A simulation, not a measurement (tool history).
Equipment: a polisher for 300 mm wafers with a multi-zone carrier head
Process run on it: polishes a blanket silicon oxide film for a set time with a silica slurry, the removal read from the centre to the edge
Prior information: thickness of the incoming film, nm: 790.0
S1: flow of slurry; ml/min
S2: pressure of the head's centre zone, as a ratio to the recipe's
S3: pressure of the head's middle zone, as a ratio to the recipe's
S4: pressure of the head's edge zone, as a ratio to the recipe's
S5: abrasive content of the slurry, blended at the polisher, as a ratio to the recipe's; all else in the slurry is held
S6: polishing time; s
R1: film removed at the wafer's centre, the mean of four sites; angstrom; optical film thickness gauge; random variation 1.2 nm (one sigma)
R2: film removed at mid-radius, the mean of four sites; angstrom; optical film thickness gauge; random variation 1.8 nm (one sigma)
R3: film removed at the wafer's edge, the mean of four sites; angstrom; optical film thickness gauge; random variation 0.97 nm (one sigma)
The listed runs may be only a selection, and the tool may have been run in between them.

Run 1, hour 0: S1 300 ml/min, S2 1, S3 1, S4 1, S5 1, S6 43 s. Result: R1 1634.2 angstrom, R2 1690.6 angstrom, R3 1539.1 angstrom.
Run 2, hour 3.7: S1 290 ml/min, S2 0.94, S3 0.98, S4 0.98, S5 0.85, S6 43 s. Result: R1 1464.6 angstrom, R2 1552.4 angstrom, R3 1439 angstrom.
Run 3, hour 6.7: S1 290 ml/min, S2 0.94, S3 1.05, S4 0.98, S5 0.85, S6 43 s. Result: R1 1478.7 angstrom, R2 1618.6 angstrom, R3 1440.6 angstrom.
Run 4, hour 14.2: S1 280 ml/min, S2 0.9, S3 1.05, S4 0.99, S5 0.75, S6 42 s. Result: R1 1299.3 angstrom, R2 1517 angstrom, R3 1352.4 angstrom.
Run 5, hour 19.5: S1 275 ml/min, S2 0.88, S3 1.03, S4 0.98, S5 0.65, S6 42 s. Result: R1 1206.7 angstrom, R2 1411.7 angstrom, R3 1284.1 angstrom.
Run 6, hour 20.3: S1 275 ml/min, S2 0.96, S3 1.03, S4 0.98, S5 0.65, S6 42 s. Result: R1 1289.7 angstrom, R2 1424.1 angstrom, R3 1264.6 angstrom.

Run 7 has not been measured yet. What should we expect?
Run 7, hour 26.8: S1 265 ml/min, S2 0.92, S3 1.02, S4 0.98, S5 0.6, S6 42 s. Result: R1 ?, R2 ?, R3 ?.

Run 7 produced R1 1200.4 angstrom, R2 1365.6 angstrom, R3 1231.4 angstrom.
